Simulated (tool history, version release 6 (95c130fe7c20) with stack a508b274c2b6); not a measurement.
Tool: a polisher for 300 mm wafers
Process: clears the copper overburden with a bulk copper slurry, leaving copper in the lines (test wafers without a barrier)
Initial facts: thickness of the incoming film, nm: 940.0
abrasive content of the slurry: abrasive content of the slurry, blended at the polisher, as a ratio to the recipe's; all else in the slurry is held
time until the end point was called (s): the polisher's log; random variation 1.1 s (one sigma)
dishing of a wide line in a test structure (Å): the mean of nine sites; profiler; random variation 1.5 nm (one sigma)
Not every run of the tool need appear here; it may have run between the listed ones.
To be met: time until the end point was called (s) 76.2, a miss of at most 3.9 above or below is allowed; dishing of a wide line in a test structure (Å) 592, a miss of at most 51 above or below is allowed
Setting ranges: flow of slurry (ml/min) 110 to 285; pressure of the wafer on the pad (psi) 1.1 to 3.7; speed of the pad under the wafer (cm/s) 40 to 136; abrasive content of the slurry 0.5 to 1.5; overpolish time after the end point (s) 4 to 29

| run | day | flow of slurry (ml/min) | pressure of the wafer on the pad (psi) | speed of the pad under the wafer (cm/s) | abrasive content of the slurry | overpolish time after the end point (s) | time until the end point was called (s) | dishing of a wide line in a test structure (Å) |
|---|---|---|---|---|---|---|---|---|
| 1 | 0 | 180 | 2.4 | 88 | 1 | 15 | 115.98 | 464.39 |
| 2 | 0.175 | 180 | 2.2 | 88 | 1 | 15 | 124.48 | 451.5 |
| 3 | 0.392 | 180 | 2.5 | 90 | 1 | 15 | 108.05 | 492.87 |
| 4 | 0.583 | 180 | 2.5 | 90 | 1.1 | 15 | 104.65 | 488.32 |
| 5 | 0.658 | 180 | 2.5 | 72 | 1.1 | 15 | 130.72 | 457.89 |
| 6 | 0.938 | 180 | 2.8 | 74 | 1.1 | 15 | 113.76 | 491.11 |
| 7 | 1.312 | 180 | 2.8 | 74 | 1.1 | 15 | 114.27 | 458.09 |
| 8 | 1.5 | 185 | 3.4 | 78 | 1.1 | 18 | 89.946 | 586.04 |
| 9 | 1.662 | 185 | 3.4 | 78 | 1.1 | 18 | 92.187 | 542.15 |
| 10 | 1.925 | 185 | 3.5 | 80 | 1.1 | 18 | 82.134 | 533.23 |
| 11 | 2.288 | 185 | 3.5 | 80 | 1.1 | 19 | 85.934 | 568.3 |
| 12 | 2.438 | 185 | 3.6 | 82 | 1.1 | 19 | 81.812 | 586.91 |

Below are 4 possible settings for the next run. Only one of them brings all results inside the allowed miss of their targets. Which is it?
| A | 2.588 | 180 | 3.6 | 80 | 1 | 21 | ? | ? |
| B | 2.588 | 210 | 3.1 | 82 | 1.1 | 22 | ? | ? |
| C | 2.588 | 175 | 3.7 | 84 | 1.1 | 20 | ? | ? |
| D | 2.588 | 175 | 3.7 | 66 | 1.4 | 28 | ? | ? |

| move | time until the end point was called (s) | dishing of a wide line in a test structure (Å) |
|---|---|---|
| A | 82.852 | 571.22 |
| B | 89.147 | 560.96 |
| C | 75.188 | 576.77 |
| D | 88.682 | 588.44 |
A: the biggest miss grows against the last run
B: the biggest miss grows against the last run
C: hits every target within its allowed miss
D: the biggest miss grows against the last run
C is the move that brings every result within its allowed miss.

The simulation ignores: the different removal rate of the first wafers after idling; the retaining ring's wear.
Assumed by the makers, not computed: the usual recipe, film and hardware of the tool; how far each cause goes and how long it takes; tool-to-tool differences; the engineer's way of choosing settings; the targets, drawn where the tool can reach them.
